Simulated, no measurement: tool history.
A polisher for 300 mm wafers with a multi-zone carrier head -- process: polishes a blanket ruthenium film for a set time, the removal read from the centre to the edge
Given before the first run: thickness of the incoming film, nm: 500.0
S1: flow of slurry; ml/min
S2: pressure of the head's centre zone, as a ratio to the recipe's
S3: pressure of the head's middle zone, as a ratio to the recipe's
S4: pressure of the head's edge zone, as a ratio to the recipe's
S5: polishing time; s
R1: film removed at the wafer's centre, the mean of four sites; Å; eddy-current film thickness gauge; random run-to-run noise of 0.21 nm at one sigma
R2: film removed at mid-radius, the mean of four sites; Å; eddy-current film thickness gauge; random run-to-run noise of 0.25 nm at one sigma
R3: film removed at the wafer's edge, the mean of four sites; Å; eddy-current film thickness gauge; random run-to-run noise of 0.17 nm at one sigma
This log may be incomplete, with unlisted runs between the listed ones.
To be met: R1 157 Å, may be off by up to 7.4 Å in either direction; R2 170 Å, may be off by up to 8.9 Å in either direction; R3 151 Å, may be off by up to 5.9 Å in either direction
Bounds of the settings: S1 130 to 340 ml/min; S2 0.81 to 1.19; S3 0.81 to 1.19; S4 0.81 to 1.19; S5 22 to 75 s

{"run": 1, "day": 0.0, "S1": 220, "S2": 1, "S3": 1, "S4": 1, "S5": 48, "R1": 251.09, "R2": 258.27, "R3": 255.16}
{"run": 2, "day": 0.075, "S1": 190, "S2": 1, "S3": 1, "S4": 1, "S5": 48, "R1": 245.86, "R2": 256.21, "R3": 248.19}
{"run": 3, "day": 0.267, "S1": 185, "S2": 1, "S3": 1, "S4": 0.99, "S5": 46, "R1": 236.37, "R2": 239.55, "R3": 237.17}
{"run": 4, "day": 0.425, "S1": 185, "S2": 1, "S3": 1.01, "S4": 0.98, "S5": 44, "R1": 226.03, "R2": 230.61, "R3": 224.51}
{"run": 5, "day": 0.629, "S1": 185, "S2": 1, "S3": 1.1, "S4": 0.98, "S5": 44, "R1": 223.77, "R2": 240.5, "R3": 221.37}
{"run": 6, "day": 0.938, "S1": 185, "S2": 1, "S3": 1.1, "S4": 0.97, "S5": 43, "R1": 214.6, "R2": 237.68, "R3": 214.63}
{"run": 7, "day": 1.092, "S1": 185, "S2": 1, "S3": 1.1, "S4": 0.96, "S5": 42, "R1": 210.38, "R2": 240.67, "R3": 210.77}
{"run": 8, "day": 1.267, "S1": 185, "S2": 1.03, "S3": 1.01, "S4": 0.92, "S5": 28, "R1": 143.83, "R2": 144.19, "R3": 138.06}
{"run": 9, "day": 1.425, "S1": 185, "S2": 1.03, "S3": 1.02, "S4": 0.93, "S5": 28, "R1": 149.39, "R2": 145.18, "R3": 140.77}
{"run": 10, "day": 1.796, "S1": 185, "S2": 1.03, "S3": 1.03, "S4": 0.93, "S5": 28, "R1": 147.52, "R2": 143.48, "R3": 140.24}
{"run": 11, "day": 1.896, "S1": 225, "S2": 1.03, "S3": 1.13, "S4": 0.95, "S5": 31, "R1": 167.36, "R2": 177.87, "R3": 156.63}

Exactly one of the 4 candidate moves below puts every result within its allowed miss. Which one?
{"run": "A", "day": 1.996, "S1": 140, "S2": 1.07, "S3": 1.06, "S4": 0.83, "S5": 37, "R1": "?", "R2": "?", "R3": "?"}
{"run": "B", "day": 1.996, "S1": 250, "S2": 1.14, "S3": 1.03, "S4": 0.96, "S5": 28, "R1": "?", "R2": "?", "R3": "?"}
{"run": "C", "day": 1.996, "S1": 200, "S2": 1, "S3": 1.08, "S4": 0.91, "S5": 30, "R1": "?", "R2": "?", "R3": "?"}
{"run": "D", "day": 1.996, "S1": 210, "S2": 1.19, "S3": 1.11, "S4": 0.95, "S5": 30, "R1": "?", "R2": "?", "R3": "?"}

move=A R1=186.86 R2=192.85 R3=167.4
move=B R1=167.15 R2=156.56 R3=144.89
move=C R1=151.94 R2=169.01 R3=148.05
move=D R1=182.48 R2=173.64 R3=151.75
A: the biggest miss grows against the last run
B: the biggest miss grows against the last run
C: each result inside its tolerance
D: the biggest miss grows against the last run
C is the move that brings every result within its allowed miss.
